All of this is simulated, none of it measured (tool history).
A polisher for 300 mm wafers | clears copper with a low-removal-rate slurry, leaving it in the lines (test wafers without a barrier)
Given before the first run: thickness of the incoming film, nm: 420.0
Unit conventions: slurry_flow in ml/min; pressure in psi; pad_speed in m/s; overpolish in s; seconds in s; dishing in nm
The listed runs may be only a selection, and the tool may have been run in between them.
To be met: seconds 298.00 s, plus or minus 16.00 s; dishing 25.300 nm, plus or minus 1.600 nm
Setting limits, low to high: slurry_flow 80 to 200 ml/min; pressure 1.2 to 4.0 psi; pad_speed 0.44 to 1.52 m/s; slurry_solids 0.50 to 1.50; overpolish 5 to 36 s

run	hour	slurry_flow	pressure	pad_speed	slurry_solids	overpolish	seconds	dishing
1	0.0	130	2.6	0.98	1.00	18	185.22	31.900
2	3.9	130	2.4	0.98	1.00	19	199.58	31.453
3	6.2	130	2.2	0.98	1.00	20	213.50	32.177
4	7.4	130	2.0	0.98	1.00	20	235.91	28.544
5	11.5	130	2.0	1.20	1.00	20	194.27	33.748
6	15.6	130	1.8	1.18	1.00	20	221.42	31.026
7	19.7	130	1.7	1.18	1.00	20	237.75	28.372
8	26.3	130	1.6	1.18	1.00	20	242.60	27.691
9	27.7	115	1.2	1.12	1.00	22	349.15	21.826

Exactly one of the 4 candidate moves below puts every result within its allowed miss. Which one?
A	29.1	130	1.2	1.14	0.95	25	?	?
B	29.1	95	1.6	1.12	1.00	20	?	?
C	29.1	85	1.3	1.30	0.85	20	?	?
D	29.1	125	1.4	1.12	0.90	22	?	?

move	seconds	dishing
A	336.51	25.609
B	272.29	25.745
C	302.66	23.166
D	301.34	25.431
A: an improvement on the last run, though not all results are within tolerance
B: takes the result that was furthest off past its target
C: meets the target for the result that was furthest off, but another lies outside its allowed miss
D: meets every target
Answer: D

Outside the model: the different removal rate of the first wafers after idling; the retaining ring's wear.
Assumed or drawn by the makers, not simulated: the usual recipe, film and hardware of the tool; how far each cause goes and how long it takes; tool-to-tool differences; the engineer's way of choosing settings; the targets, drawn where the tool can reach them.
